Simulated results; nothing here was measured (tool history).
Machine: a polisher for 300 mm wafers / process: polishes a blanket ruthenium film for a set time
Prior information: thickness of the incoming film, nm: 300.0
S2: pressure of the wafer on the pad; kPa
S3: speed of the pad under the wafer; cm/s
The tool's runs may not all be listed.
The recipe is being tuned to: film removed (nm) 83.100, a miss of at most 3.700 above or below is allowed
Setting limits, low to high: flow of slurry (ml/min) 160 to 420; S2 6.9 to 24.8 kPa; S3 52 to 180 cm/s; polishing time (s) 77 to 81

run 1 hour=0.0 | flow_of_slurry_(ml/min)=270 S2=15.9 S3=116 polishing_time_(s)=77 | film_removed_(nm)=106.620
run 2 hour=4.7 | flow_of_slurry_(ml/min)=270 S2=15.9 S3=132 polishing_time_(s)=77 | film_removed_(nm)=118.550
run 3 hour=8.4 | flow_of_slurry_(ml/min)=270 S2=15.9 S3=152 polishing_time_(s)=77 | film_removed_(nm)=140.290
run 4 hour=12.0 | flow_of_slurry_(ml/min)=270 S2=13.8 S3=150 polishing_time_(s)=77 | film_removed_(nm)=117.820
run 5 hour=17.4 | flow_of_slurry_(ml/min)=270 S2=12.4 S3=150 polishing_time_(s)=77 | film_removed_(nm)=104.060
run 6 hour=19.1 | flow_of_slurry_(ml/min)=270 S2=11.7 S3=150 polishing_time_(s)=77 | film_removed_(nm)=103.900
run 7 hour=21.6 | flow_of_slurry_(ml/min)=270 S2=11.7 S3=150 polishing_time_(s)=77 | film_removed_(nm)=101.060
run 8 hour=25.0 | flow_of_slurry_(ml/min)=270 S2=11.0 S3=150 polishing_time_(s)=77 | film_removed_(nm)=96.787
run 9 hour=30.0 | flow_of_slurry_(ml/min)=270 S2=10.3 S3=150 polishing_time_(s)=77 | film_removed_(nm)=87.962

Which one of the following 5 next-run settings gets every result inside its allowed miss? There is exactly one.
run A hour=35.0 | flow_of_slurry_(ml/min)=205 S2=10.3 S3=152 polishing_time_(s)=81 | film_removed_(nm)=?
run B hour=35.0 | flow_of_slurry_(ml/min)=255 S2=9.7 S3=132 polishing_time_(s)=77 | film_removed_(nm)=?
run C hour=35.0 | flow_of_slurry_(ml/min)=255 S2=10.3 S3=158 polishing_time_(s)=78 | film_removed_(nm)=?
run D hour=35.0 | flow_of_slurry_(ml/min)=200 S2=10.3 S3=162 polishing_time_(s)=78 | film_removed_(nm)=?
run E hour=35.0 | flow_of_slurry_(ml/min)=305 S2=9.7 S3=146 polishing_time_(s)=77 | film_removed_(nm)=?

move=A film_removed_(nm)=92.047
move=B film_removed_(nm)=73.119
move=C film_removed_(nm)=94.271
move=D film_removed_(nm)=94.054
move=E film_removed_(nm)=82.004
A: lands further from the targets than the last run did
B: the result that was furthest off in the last run now lies on the other side of its target
C: lands further from the targets than the last run did
D: lands further from the targets than the last run did
E: each result inside its tolerance
E is the move that brings every result within its allowed miss.
